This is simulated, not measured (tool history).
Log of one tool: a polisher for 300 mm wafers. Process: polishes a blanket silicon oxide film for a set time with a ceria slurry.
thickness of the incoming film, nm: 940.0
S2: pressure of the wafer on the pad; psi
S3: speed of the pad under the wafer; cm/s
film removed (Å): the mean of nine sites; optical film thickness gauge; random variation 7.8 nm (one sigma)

Run 1, hour 0: flow of slurry (ml/min) 290, S2 3 psi, S3 138 cm/s, polishing time (s) 73. Result: film removed (Å) 3667.7.
Run 2, hour 1.4: flow of slurry (ml/min) 290, S2 3 psi, S3 108 cm/s, polishing time (s) 73. Result: film removed (Å) 2924.4.
Run 3, hour 9.3: flow of slurry (ml/min) 290, S2 3 psi, S3 90 cm/s, polishing time (s) 73. Result: film removed (Å) 2484.
Run 4, hour 15.2: flow of slurry (ml/min) 290, S2 3.2 psi, S3 96 cm/s, polishing time (s) 73. Result: film removed (Å) 2790.8.
Run 5, hour 22.7: flow of slurry (ml/min) 290, S2 3.5 psi, S3 96 cm/s, polishing time (s) 73. Result: film removed (Å) 3150.3.
Run 6, hour 24.2: flow of slurry (ml/min) 290, S2 3.7 psi, S3 100 cm/s, polishing time (s) 73. Result: film removed (Å) 3378.9.

Forecast run 7:
Run 7, hour 30.2: flow of slurry (ml/min) 290, S2 3.8 psi, S3 106 cm/s, polishing time (s) 73. Result: film removed (Å) ?.

{"run 7": {"film removed (Å)": 3749.7}}
